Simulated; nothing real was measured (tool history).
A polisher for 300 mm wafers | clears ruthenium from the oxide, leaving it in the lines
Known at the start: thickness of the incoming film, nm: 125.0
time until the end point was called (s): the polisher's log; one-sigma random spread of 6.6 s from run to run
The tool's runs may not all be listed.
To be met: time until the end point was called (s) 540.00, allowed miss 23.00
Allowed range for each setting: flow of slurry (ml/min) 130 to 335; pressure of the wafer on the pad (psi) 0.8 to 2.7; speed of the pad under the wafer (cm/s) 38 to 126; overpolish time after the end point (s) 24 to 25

| run | day | flow of slurry (ml/min) | pressure of the wafer on the pad (psi) | speed of the pad under the wafer (cm/s) | overpolish time after the end point (s) | time until the end point was called (s) |
|---|---|---|---|---|---|---|
| 1 | 0.000 | 215 | 1.7 | 82 | 24 | 189.24 |
| 2 | 0.175 | 210 | 1.4 | 70 | 24 | 266.88 |
| 3 | 0.388 | 210 | 1.4 | 52 | 24 | 320.74 |
| 4 | 0.617 | 210 | 1.4 | 52 | 24 | 326.30 |
| 5 | 0.779 | 210 | 1.2 | 48 | 24 | 404.44 |
| 6 | 0.812 | 210 | 1.2 | 48 | 25 | 397.04 |
| 7 | 1.171 | 210 | 1.2 | 48 | 25 | 397.30 |
| 8 | 1.346 | 210 | 1.1 | 48 | 25 | 426.54 |
| 9 | 1.683 | 210 | 1.0 | 48 | 25 | 482.87 |
| 10 | 2.012 | 210 | 1.0 | 48 | 25 | 481.60 |

Which of these 4 next moves meets every target?
| A | 2.342 | 265 | 0.9 | 38 | 25 | ? |
| B | 2.342 | 200 | 0.8 | 48 | 25 | ? |
| C | 2.342 | 260 | 0.9 | 38 | 25 | ? |
| D | 2.342 | 225 | 0.9 | 44 | 24 | ? |

| move | time until the end point was called (s) |
|---|---|
| A | 582.35 |
| B | 583.26 |
| C | 583.55 |
| D | 542.91 |
A: moves the result that the last run missed by most past its target, out the other side
B: moves the result that the last run missed by most past its target, out the other side
C: moves the result that the last run missed by most past its target, out the other side
D: every result within its allowed miss
D meets every target.
